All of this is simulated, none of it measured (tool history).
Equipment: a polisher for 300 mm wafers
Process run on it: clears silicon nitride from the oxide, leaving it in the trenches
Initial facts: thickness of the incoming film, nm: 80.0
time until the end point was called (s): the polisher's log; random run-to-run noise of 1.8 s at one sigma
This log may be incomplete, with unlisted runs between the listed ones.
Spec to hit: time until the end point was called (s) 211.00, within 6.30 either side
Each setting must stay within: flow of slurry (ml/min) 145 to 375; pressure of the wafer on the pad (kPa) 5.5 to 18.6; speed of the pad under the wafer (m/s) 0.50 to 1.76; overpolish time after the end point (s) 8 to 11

run  hour  flow of slurry (ml/min)  pressure of the wafer on the pad (kPa)  speed of the pad under the wafer (m/s)  overpolish time after the end point (s)  time until the end point was called (s)
  1   0.0                      240                                    11.7                                    1.12                                       11                                   134.79
  2   8.9                      240                                    11.7                                    1.12                                       11                                   135.18
  3  15.2                      240                                    10.3                                    1.12                                       11                                   153.14
  4  22.6                      240                                    13.1                                    1.12                                       11                                   123.02
  5  26.9                      240                                    11.0                                    1.12                                       11                                   144.35
  6  28.5                      240                                     9.7                                    1.12                                       11                                   162.90
  7  33.7                      240                                     9.0                                    1.12                                       11                                   177.43
  8  39.4                      240                                     8.3                                    1.12                                       11                                   190.12
  9  46.6                      240                                     8.3                                    1.12                                       11                                   189.85

Which single option among these 5 for the next run brings every result within its allowed miss of target? Just one does.
  A  53.8                      225                                     6.9                                    1.10                                       10                                        ?
  B  53.8                      180                                     7.6                                    1.10                                       11                                        ?
  C  53.8                      185                                     7.6                                    1.06                                        8                                        ?
  D  53.8                      300                                     9.0                                    1.06                                        8                                        ?
  E  53.8                      215                                     8.3                                    1.00                                       11                                        ?

move  time until the end point was called (s)
   A                                   234.30
   B                                   224.78
   C                                   229.62
   D                                   178.51
   E                                   213.42
A: takes the biggest miss from the last run beyond its target
B: takes the biggest miss from the last run beyond its target
C: takes the biggest miss from the last run beyond its target
D: moves away from the targets compared with the last run
E: all results in spec
The right move is E.
